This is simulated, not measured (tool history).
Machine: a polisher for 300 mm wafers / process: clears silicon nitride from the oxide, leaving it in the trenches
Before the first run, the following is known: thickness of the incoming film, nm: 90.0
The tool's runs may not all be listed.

run,hour,flow of slurry (ml/min),pressure of the wafer on the pad (psi),speed of the pad under the wafer (m/s),overpolish time after the end point (s),time until the end point was called (s)
1,0.0,275,2.6,1.14,9,85.624
2,1.7,275,2.3,1.12,9,98.902
3,10.4,275,2.1,1.12,9,109.650
4,17.9,340,2.1,1.12,9,105.340
5,19.4,340,2.1,1.12,6,108.330
# hour 21.4: worn pad replaced by a new one
6,21.4,340,2.1,1.38,6,80.184
7,22.0,340,1.8,1.34,6,98.167

Run 8 comes next. What will it give?
8,29.8,340,1.6,1.34,6,?

For run 8 the tool returned time until the end point was called (s) 109.580.

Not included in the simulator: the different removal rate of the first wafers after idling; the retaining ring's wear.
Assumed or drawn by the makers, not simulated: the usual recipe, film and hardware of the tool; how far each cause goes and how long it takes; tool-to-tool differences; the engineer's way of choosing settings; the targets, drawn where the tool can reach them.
